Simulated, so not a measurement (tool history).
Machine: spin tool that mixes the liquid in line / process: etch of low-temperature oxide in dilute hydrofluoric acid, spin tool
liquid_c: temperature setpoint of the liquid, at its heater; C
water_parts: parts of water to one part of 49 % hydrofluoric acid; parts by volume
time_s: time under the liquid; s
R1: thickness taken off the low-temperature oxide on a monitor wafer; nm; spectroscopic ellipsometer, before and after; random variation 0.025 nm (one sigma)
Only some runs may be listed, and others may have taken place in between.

{"run": 1, "hour": 0.0, "liquid_c": 24.0, "water_parts": 75, "time_s": 20, "R1": 3.2385}
{"run": 2, "hour": 5.5, "liquid_c": 25.0, "water_parts": 75, "time_s": 20, "R1": 3.3415}
{"run": 3, "hour": 13.9, "liquid_c": 25.0, "water_parts": 65, "time_s": 20, "R1": 3.9217}
{"run": 4, "hour": 18.1, "liquid_c": 24.5, "water_parts": 65, "time_s": 20, "R1": 3.8618}
{"run": 5, "hour": 25.6, "liquid_c": 24.5, "water_parts": 65, "time_s": 15, "R1": 2.9002}
{"run": 6, "hour": 31.3, "liquid_c": 25.5, "water_parts": 65, "time_s": 15, "R1": 3.0065}
{"run": 7, "hour": 35.3, "liquid_c": 25.5, "water_parts": 60, "time_s": 15, "R1": 3.2876}

Run 8 has not been measured yet. What should we expect?
{"run": 8, "hour": 40.1, "liquid_c": 26.5, "water_parts": 60, "time_s": 15, "R1": "?"}

{"run 8": {"R1": 3.4272}}

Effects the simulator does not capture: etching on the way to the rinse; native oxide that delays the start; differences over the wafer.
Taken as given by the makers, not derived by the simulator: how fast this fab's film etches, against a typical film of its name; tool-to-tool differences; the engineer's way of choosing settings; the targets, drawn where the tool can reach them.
